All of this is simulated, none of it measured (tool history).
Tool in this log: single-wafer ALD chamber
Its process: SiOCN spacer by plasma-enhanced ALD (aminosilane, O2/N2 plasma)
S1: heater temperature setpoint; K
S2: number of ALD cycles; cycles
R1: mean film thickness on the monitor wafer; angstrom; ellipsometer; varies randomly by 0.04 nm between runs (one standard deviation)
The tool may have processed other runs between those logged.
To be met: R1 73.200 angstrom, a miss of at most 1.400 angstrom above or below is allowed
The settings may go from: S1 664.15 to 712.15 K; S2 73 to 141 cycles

run 1 hour=0.0 | S1=688.15 S2=107 | R1=65.213
run 2 hour=7.1 | S1=686.15 S2=108 | R1=66.787
run 3 hour=15.9 | S1=686.15 S2=121 | R1=74.663
run 4 hour=22.6 | S1=686.15 S2=107 | R1=66.717
run 5 hour=30.2 | S1=686.15 S2=92 | R1=56.828
run 6 hour=36.7 | S1=686.15 S2=98 | R1=60.771
run 7 hour=45.4 | S1=684.15 S2=100 | R1=62.049
run 8 hour=47.7 | S1=683.15 S2=102 | R1=63.435

Which of these 4 next moves meets every target?
run A hour=50.0 | S1=668.15 S2=114 | R1=?
run B hour=50.0 | S1=687.15 S2=115 | R1=?
run C hour=50.0 | S1=684.15 S2=111 | R1=?
run D hour=50.0 | S1=684.15 S2=113 | R1=?

move=A R1=72.764
move=B R1=70.320
move=C R1=68.513
move=D R1=69.747
A: meets every target
B: closes in on the targets versus the last run, not all within tolerance yet
C: closes in on the targets versus the last run, not all within tolerance yet
D: closes in on the targets versus the last run, not all within tolerance yet
A is the move that brings every result within its allowed miss.

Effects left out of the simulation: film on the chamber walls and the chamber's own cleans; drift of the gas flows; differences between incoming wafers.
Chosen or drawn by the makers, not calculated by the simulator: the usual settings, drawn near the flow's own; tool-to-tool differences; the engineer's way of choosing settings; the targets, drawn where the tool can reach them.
